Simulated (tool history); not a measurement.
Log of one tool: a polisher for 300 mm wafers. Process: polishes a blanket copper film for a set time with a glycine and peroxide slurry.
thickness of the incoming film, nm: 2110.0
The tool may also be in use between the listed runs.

run	day	flow of slurry (ml/min)	pressure of the wafer on the pad (kPa)	speed of the pad under the wafer (cm/s)	polishing time (s)	film removed (nm)
1	0	135	12.4	118	111	604.17
2	0.225	130	12.4	118	111	597.45
3	0.358	130	12.4	118	117	627.99
4	0.65	120	12.4	118	117	616.63
5	0.996	120	12.4	118	111	592.62
6	1.108	115	12.4	118	111	579.23

The next listed run, before its measurement:
7	1.142	110	12.4	118	111	?

{"run 7": {"film removed (nm)": 572.53}}
